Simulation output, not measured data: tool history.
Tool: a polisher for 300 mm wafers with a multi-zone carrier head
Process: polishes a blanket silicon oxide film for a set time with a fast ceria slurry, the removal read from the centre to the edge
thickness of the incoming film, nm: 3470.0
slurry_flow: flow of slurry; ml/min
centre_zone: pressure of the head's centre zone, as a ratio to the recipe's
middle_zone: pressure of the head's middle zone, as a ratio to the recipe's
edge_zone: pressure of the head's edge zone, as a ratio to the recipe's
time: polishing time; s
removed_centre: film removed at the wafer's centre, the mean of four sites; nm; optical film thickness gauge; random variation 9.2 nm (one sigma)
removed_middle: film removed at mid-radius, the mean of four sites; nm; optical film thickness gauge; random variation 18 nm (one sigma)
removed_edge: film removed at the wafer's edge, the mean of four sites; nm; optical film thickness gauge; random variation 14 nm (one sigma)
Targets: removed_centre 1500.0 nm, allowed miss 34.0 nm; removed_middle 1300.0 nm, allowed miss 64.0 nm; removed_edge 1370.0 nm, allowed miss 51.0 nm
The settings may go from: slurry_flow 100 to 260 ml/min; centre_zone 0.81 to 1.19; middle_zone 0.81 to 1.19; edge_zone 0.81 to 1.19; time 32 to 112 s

| run | hour | slurry_flow | centre_zone | middle_zone | edge_zone | time | removed_centre | removed_middle | removed_edge |
|---|---|---|---|---|---|---|---|---|---|
| 1 | 0.0 | 165 | 1.00 | 1.00 | 1.00 | 72 | 1015.4 | 1034.7 | 1042.1 |
| 2 | 7.4 | 175 | 1.03 | 1.00 | 1.03 | 74 | 1082.8 | 1060.3 | 1122.1 |
| 3 | 13.2 | 175 | 1.03 | 1.09 | 1.03 | 74 | 1085.1 | 1163.7 | 1089.7 |
| 4 | 14.6 | 185 | 1.06 | 1.09 | 1.04 | 75 | 1145.4 | 1184.4 | 1124.3 |
| 5 | 19.3 | 195 | 1.08 | 1.09 | 1.05 | 76 | 1181.2 | 1193.9 | 1131.0 |
| 6 | 22.0 | 230 | 1.08 | 1.09 | 1.05 | 76 | 1214.7 | 1225.8 | 1187.3 |
| 7 | 30.6 | 235 | 1.10 | 1.08 | 1.06 | 77 | 1246.5 | 1216.1 | 1192.1 |
| 8 | 32.9 | 240 | 1.11 | 1.07 | 1.07 | 79 | 1294.2 | 1246.9 | 1226.1 |

4 next moves are on the table. One of them brings every result within its allowed miss. Which?
| A | 35.2 | 215 | 0.96 | 0.93 | 1.19 | 86 | ? | ? | ? |
| B | 35.2 | 255 | 1.09 | 0.93 | 0.96 | 92 | ? | ? | ? |
| C | 35.2 | 240 | 0.93 | 1.07 | 1.19 | 85 | ? | ? | ? |
| D | 35.2 | 260 | 1.06 | 0.93 | 1.19 | 91 | ? | ? | ? |

| move | removed_centre | removed_middle | removed_edge |
|---|---|---|---|
| A | 1229.6 | 1192.5 | 1395.4 |
| B | 1508.2 | 1303.5 | 1363.2 |
| C | 1202.4 | 1346.3 | 1391.7 |
| D | 1458.8 | 1292.0 | 1503.5 |
A: further off than the last run
B: meets every target
C: further off than the last run
D: nearer than the last run, and not there yet
Move B is the one to make.
